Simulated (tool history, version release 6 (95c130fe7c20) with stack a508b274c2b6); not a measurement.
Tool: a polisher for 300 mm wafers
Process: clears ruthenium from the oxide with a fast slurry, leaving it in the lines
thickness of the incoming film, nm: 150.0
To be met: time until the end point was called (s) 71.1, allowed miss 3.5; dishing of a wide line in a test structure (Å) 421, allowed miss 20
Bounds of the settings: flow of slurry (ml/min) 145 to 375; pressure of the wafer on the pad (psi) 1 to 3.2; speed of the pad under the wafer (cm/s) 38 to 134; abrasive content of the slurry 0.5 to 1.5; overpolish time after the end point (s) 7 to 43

run  hour  flow of slurry (ml/min)  pressure of the wafer on the pad (psi)  speed of the pad under the wafer (cm/s)  abrasive content of the slurry  overpolish time after the end point (s)  time until the end point was called (s)  dishing of a wide line in a test structure (Å)
  1     0                      240                                     2.1                                       86                               1                                       22                                   57.387                                          401.57
  2   6.7                      240                                     2.1                                       86                               1                                       15                                   57.752                                          295.78
  3   8.1                      240                                     2.1                                       86                               1                                       16                                   57.421                                          306.93
  4  16.9                      240                                     2.1                                       86                               1                                       17                                   57.864                                          334.81
  5  21.8                      240                                     2.1                                       86                               1                                       18                                   55.936                                          343.37
  6  26.7                      240                                       2                                       86                               1                                       19                                   59.413                                           353.8
  7  28.8                      240                                     1.9                                       86                               1                                       20                                   61.824                                          352.18
  8  30.6                      240                                     1.9                                       86                               1                                       21                                   60.862                                          364.37
  9  33.7                      240                                     1.9                                       86                               1                                       22                                   61.798                                          379.86

Which of these 5 next moves meets every target?
  A  36.8                      330                                     2.2                                       62                            0.85                                       29                                        ?                                               ?
  B  36.8                      255                                     1.9                                       78                             1.1                                       27                                        ?                                               ?
  C  36.8                      245                                     1.9                                       80                             0.6                                       26                                        ?                                               ?
  D  36.8                      250                                       2                                       94                            1.05                                       16                                        ?                                               ?
  E  36.8                      285                                     2.1                                       90                            0.95                                       25                                        ?                                               ?

move  time until the end point was called (s)  dishing of a wide line in a test structure (Å)
   A                                   69.516                                          424.29
   B                                   62.026                                          438.19
   C                                   76.752                                          360.45
   D                                    53.54                                          325.47
   E                                   54.534                                          455.45
A: meets every target
B: as far off as the last run
C: takes the result that was furthest off past its target
D: further off than the last run
E: further off than the last run
The right move is A.
